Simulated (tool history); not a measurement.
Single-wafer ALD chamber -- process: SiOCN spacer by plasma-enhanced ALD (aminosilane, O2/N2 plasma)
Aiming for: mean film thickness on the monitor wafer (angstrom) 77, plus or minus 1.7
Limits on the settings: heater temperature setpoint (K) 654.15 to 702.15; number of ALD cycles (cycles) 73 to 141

run	hour	heater temperature setpoint (K)	number of ALD cycles (cycles)	mean film thickness on the monitor wafer (angstrom)
1	0	678.15	107	61.837
2	5.5	678.15	116	67.078
3	7.1	678.15	125	72.466
4	15.6	676.15	126	73.26
5	16.6	676.15	116	67.075
# hour 18.8: thermocouple changed; heater temperature recalibrated
6	18.8	669.15	116	68.9
7	23.4	660.15	126	74.602
8	24.4	660.15	127	75.233

Consider the 4 candidate settings below. Which is the only one whose results all fall within their allowed miss of target?
A	25.4	659.15	123	?
B	25.4	658.15	122	?
C	25.4	656.15	122	?
D	25.4	662.15	130	?

move	mean film thickness on the monitor wafer (angstrom)
A	72.993
B	72.4
C	72.4
D	77.148
A: misses by more than the last run did
B: misses by more than the last run did
C: misses by more than the last run did
D: in spec on every target
Move D is the one to make.
